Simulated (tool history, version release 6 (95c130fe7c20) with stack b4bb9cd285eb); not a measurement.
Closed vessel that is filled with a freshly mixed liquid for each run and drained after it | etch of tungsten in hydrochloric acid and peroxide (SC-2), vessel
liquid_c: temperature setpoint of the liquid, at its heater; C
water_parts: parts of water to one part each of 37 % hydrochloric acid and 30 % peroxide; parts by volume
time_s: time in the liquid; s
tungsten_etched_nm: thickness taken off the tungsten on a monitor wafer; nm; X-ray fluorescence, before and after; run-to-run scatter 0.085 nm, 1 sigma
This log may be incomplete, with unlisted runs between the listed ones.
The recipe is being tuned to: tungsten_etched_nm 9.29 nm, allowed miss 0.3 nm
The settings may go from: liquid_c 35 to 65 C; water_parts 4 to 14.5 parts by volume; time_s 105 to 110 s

{"run": 1, "hour": 0.0, "liquid_c": 49, "water_parts": 8, "time_s": 105, "tungsten_etched_nm": 15.553}
{"run": 2, "hour": 3.1, "liquid_c": 44.5, "water_parts": 8, "time_s": 105, "tungsten_etched_nm": 11.608}
{"run": 3, "hour": 11.3, "liquid_c": 38, "water_parts": 8, "time_s": 105, "tungsten_etched_nm": 7.3608}
{"run": 4, "hour": 17.8, "liquid_c": 38.5, "water_parts": 8, "time_s": 105, "tungsten_etched_nm": 7.6154}
{"run": 5, "hour": 25.1, "liquid_c": 39, "water_parts": 8, "time_s": 105, "tungsten_etched_nm": 7.8518}
{"run": 6, "hour": 29.7, "liquid_c": 39, "water_parts": 8, "time_s": 105, "tungsten_etched_nm": 7.825}
{"run": 7, "hour": 38.9, "liquid_c": 39.5, "water_parts": 8, "time_s": 105, "tungsten_etched_nm": 8.1835}
{"run": 8, "hour": 43.8, "liquid_c": 40.5, "water_parts": 8, "time_s": 105, "tungsten_etched_nm": 8.9449}

Exactly one of the 4 candidate moves below puts every result within its allowed miss. Which one?
{"run": "A", "hour": 48.7, "liquid_c": 41, "water_parts": 8.5, "time_s": 105, "tungsten_etched_nm": "?"}
{"run": "B", "hour": 48.7, "liquid_c": 40.5, "water_parts": 8, "time_s": 110, "tungsten_etched_nm": "?"}
{"run": "C", "hour": 48.7, "liquid_c": 39, "water_parts": 7.5, "time_s": 105, "tungsten_etched_nm": "?"}
{"run": "D", "hour": 48.7, "liquid_c": 44.5, "water_parts": 9.5, "time_s": 105, "tungsten_etched_nm": "?"}

move=A tungsten_etched_nm=8.7347
move=B tungsten_etched_nm=9.2765
move=C tungsten_etched_nm=8.3798
move=D tungsten_etched_nm=10.177
A: its largest miss is bigger than the last run's
B: every result within its allowed miss
C: its largest miss is bigger than the last run's
D: takes the result that was furthest off past its target
B meets every target.
